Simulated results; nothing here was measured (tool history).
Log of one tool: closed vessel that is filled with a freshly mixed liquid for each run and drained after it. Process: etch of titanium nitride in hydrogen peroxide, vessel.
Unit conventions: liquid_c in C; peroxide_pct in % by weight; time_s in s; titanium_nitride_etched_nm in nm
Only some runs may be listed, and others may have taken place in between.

run  hour  liquid_c  peroxide_pct  time_s  titanium_nitride_etched_nm
  1   0.0      50.0            19      75                     1.73500
  2   5.9      50.0            15      75                     1.67870
  3  12.4      48.0            15      75                     1.47080
  4  15.1      48.0            15      55                     1.07530
  5  21.9      47.5            15      55                     1.03080
  6  27.8      47.0            15      55                     0.99944
  7  31.0      46.5            15      55                     0.95012

What will run 8 give?
  8  32.6      44.0            15      55                           ?

{"run 8": {"titanium_nitride_etched_nm": 0.77789}}
